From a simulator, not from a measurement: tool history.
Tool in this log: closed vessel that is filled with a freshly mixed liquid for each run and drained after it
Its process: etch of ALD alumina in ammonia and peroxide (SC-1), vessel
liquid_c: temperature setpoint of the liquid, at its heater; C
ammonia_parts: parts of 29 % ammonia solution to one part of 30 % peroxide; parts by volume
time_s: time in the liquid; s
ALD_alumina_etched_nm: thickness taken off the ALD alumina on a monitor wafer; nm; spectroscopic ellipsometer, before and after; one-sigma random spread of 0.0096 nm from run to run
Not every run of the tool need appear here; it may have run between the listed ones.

Run 1, hour 0.0: liquid_c 59.0 C, ammonia_parts 0.7 parts by volume, time_s 35 s. Result: ALD_alumina_etched_nm 4.0133 nm.
Run 2, hour 0.8: liquid_c 55.5 C, ammonia_parts 0.7 parts by volume, time_s 35 s. Result: ALD_alumina_etched_nm 3.3588 nm.
Run 3, hour 7.8: liquid_c 55.5 C, ammonia_parts 0.5 parts by volume, time_s 35 s. Result: ALD_alumina_etched_nm 3.2137 nm.
Run 4, hour 16.5: liquid_c 48.5 C, ammonia_parts 0.5 parts by volume, time_s 35 s. Result: ALD_alumina_etched_nm 2.2143 nm.
Run 5, hour 25.0: liquid_c 47.5 C, ammonia_parts 0.5 parts by volume, time_s 35 s. Result: ALD_alumina_etched_nm 2.0756 nm.
Run 6, hour 31.2: liquid_c 47.5 C, ammonia_parts 0.3 parts by volume, time_s 35 s. Result: ALD_alumina_etched_nm 2.0081 nm.
Run 7, hour 33.3: liquid_c 43.5 C, ammonia_parts 0.3 parts by volume, time_s 35 s. Result: ALD_alumina_etched_nm 1.5805 nm.

Run 8 is up next; what results do you expect?
Run 8, hour 34.6: liquid_c 44.0 C, ammonia_parts 0.3 parts by volume, time_s 35 s. Result: ALD_alumina_etched_nm ?.

Run 8 gave ALD_alumina_etched_nm 1.6463 nm.

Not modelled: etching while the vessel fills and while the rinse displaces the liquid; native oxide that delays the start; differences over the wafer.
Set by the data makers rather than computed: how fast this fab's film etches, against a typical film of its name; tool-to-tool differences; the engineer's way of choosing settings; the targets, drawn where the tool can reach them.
